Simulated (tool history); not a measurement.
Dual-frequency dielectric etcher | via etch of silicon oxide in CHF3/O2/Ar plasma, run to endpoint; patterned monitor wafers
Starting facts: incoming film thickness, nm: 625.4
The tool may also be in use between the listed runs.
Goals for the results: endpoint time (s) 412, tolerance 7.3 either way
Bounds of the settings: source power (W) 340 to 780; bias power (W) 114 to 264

Run 1, hour 0: source power (W) 560, bias power (W) 189. Result: endpoint time (s) 356.73.
Run 2, hour 2.7: source power (W) 560, bias power (W) 219. Result: endpoint time (s) 334.31.
Run 3, hour 9.8: source power (W) 500, bias power (W) 209. Result: endpoint time (s) 354.61.
Run 4, hour 13.5: source power (W) 460, bias power (W) 201. Result: endpoint time (s) 372.33.
Run 5, hour 17.1: source power (W) 540, bias power (W) 201. Result: endpoint time (s) 353.06.
Run 6, hour 18.7: source power (W) 540, bias power (W) 232. Result: endpoint time (s) 330.21.
Run 7, hour 26.8: source power (W) 540, bias power (W) 232. Result: endpoint time (s) 332.86.
Run 8, hour 31.9: source power (W) 540, bias power (W) 232. Result: endpoint time (s) 331.74.
Run 9, hour 39.6: source power (W) 480, bias power (W) 218. Result: endpoint time (s) 355.47.
Run 10, hour 43.5: source power (W) 440, bias power (W) 210. Result: endpoint time (s) 373.89.
At hour 45.6: bias power generator calibrated.
Run 11, hour 45.6: source power (W) 410, bias power (W) 206. Result: endpoint time (s) 387.45.
Run 12, hour 48.5: source power (W) 390, bias power (W) 205. Result: endpoint time (s) 395.97.
Run 13, hour 52.4: source power (W) 380, bias power (W) 204. Result: endpoint time (s) 396.59.

Which of these 4 next moves meets every target?
Run A, hour 56.3: source power (W) 430, bias power (W) 168. Result: endpoint time (s) ?.
Run B, hour 56.3: source power (W) 440, bias power (W) 186. Result: endpoint time (s) ?.
Run C, hour 56.3: source power (W) 340, bias power (W) 224. Result: endpoint time (s) ?.
Run D, hour 56.3: source power (W) 400, bias power (W) 199. Result: endpoint time (s) ?.

move  endpoint time (s)
   A             414.54
   B             394.39
   C             398.98
   D             396.51
A: all results in spec
B: the biggest miss grows against the last run
C: closer than the last run, but not yet in spec
D: no better and no worse than the last run
A meets every target.

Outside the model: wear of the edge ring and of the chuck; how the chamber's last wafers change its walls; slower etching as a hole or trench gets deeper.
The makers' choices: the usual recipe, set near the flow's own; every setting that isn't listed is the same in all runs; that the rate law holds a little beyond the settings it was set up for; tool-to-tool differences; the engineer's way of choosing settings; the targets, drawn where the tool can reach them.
